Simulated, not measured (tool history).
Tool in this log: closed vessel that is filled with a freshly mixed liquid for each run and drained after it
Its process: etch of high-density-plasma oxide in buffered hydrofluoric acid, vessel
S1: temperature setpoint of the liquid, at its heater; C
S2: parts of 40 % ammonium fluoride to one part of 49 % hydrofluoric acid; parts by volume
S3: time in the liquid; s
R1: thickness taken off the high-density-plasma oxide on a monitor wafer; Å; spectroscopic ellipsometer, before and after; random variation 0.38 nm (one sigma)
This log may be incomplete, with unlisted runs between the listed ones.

run  hour    S1    S2   S3      R1
  1     0    23  13.5   95  1121.8
  2   4.8    23  13.5   95  1121.7
  3  13.7    23    11   95    1368
  4  18.4    22    11   95  1295.4
  5  24.6    22    11  105  1433.1
  6  26.8  24.5    11  105  1646.6
  7  35.3    23  11.5  105    1447
  8  37.7    22    12  105  1321.5
  9  42.5    21    12  105  1243.6
 10  51.1    20    12  105  1177.6
 11    55  19.5    12  105    1150
 12  57.8    19    12  105  1113.5

What will run 13 give?
 13  60.6  18.5  12  105   ?

R1: 1078.7 Å
